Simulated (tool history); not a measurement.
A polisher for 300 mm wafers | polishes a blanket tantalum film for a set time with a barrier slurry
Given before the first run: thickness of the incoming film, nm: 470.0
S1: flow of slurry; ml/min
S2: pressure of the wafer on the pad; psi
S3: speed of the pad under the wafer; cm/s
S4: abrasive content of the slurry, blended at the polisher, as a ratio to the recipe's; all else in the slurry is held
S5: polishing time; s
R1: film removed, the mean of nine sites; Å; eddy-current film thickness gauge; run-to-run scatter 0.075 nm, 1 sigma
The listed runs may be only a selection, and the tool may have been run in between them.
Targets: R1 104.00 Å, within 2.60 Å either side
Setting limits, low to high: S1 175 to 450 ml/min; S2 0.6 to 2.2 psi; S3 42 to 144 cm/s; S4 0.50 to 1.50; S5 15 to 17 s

| run | hour | S1 | S2 | S3 | S4 | S5 | R1 |
|---|---|---|---|---|---|---|---|
| 1 | 0.0 | 290 | 1.4 | 92 | 1.00 | 17 | 223.67 |
| 2 | 7.1 | 290 | 1.3 | 90 | 1.00 | 17 | 201.50 |
| 3 | 12.7 | 290 | 1.5 | 90 | 1.00 | 17 | 232.22 |
| 4 | 16.3 | 290 | 1.4 | 88 | 1.00 | 17 | 211.92 |
| 5 | 17.5 | 290 | 1.3 | 86 | 1.00 | 17 | 192.64 |
| 6 | 18.4 | 290 | 1.2 | 84 | 1.00 | 17 | 176.63 |
| 7 | 19.1 | 290 | 1.1 | 82 | 1.00 | 17 | 159.62 |
| 8 | 27.6 | 280 | 0.7 | 76 | 1.00 | 17 | 94.65 |
| 9 | 28.6 | 360 | 0.8 | 76 | 1.00 | 17 | 110.16 |
| 10 | 32.5 | 355 | 0.8 | 76 | 1.00 | 17 | 107.87 |

Below are 4 possible settings for the next run. Only one of them brings all results inside the allowed miss of their targets. Which is it?
| A | 36.4 | 355 | 0.9 | 68 | 0.95 | 16 | ? |
| B | 36.4 | 350 | 0.9 | 72 | 1.00 | 17 | ? |
| C | 36.4 | 290 | 0.7 | 92 | 1.00 | 17 | ? |
| D | 36.4 | 380 | 0.8 | 78 | 0.95 | 17 | ? |

| move | R1 |
|---|---|
| A | 102.51 |
| B | 115.89 |
| C | 113.45 |
| D | 110.94 |
A: every result within its allowed miss
B: misses by more than the last run did
C: misses by more than the last run did
D: misses by more than the last run did
The move that meets every target is A.
